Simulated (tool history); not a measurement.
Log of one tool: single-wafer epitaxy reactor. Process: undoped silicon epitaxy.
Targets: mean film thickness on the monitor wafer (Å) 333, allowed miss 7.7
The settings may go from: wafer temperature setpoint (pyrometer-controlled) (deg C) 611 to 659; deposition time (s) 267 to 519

run    day  wafer temperature setpoint (pyrometer-controlled) (deg C)  deposition time (s)  mean film thickness on the monitor wafer (Å)
  1      0                                                        635                  393                                        447.35
  2  0.371                                                        634                  393                                        436.29
  3  0.646                                                        634                  445                                         494.4
  4  0.708                                                        632                  445                                        469.68
  5  0.792                                                        630                  445                                         446.8
  6  1.154                                                        629                  445                                        435.71
  7    1.2                                                        628                  445                                        421.51
  8  1.458                                                        627                  445                                        411.76
  9   1.55                                                        626                  445                                        403.71
 10  1.929                                                        625                  445                                        391.78
 11  2.167                                                        617                  443                                        313.82
 12  2.196                                                        618                  443                                        323.68

Which of these 4 next moves meets every target?
  A  2.225                                                        619                  414                                             ?
  B  2.225                                                        619                  418                                             ?
  C  2.225                                                        625                  351                                             ?
  D  2.225                                                        621                  419                                             ?

move  mean film thickness on the monitor wafer (Å)
   A                                        310.98
   B                                        313.99
   C                                        309.14
   D                                        331.98
A: further off than the last run
B: further off than the last run
C: further off than the last run
D: meets every target
Move D is the one to make.
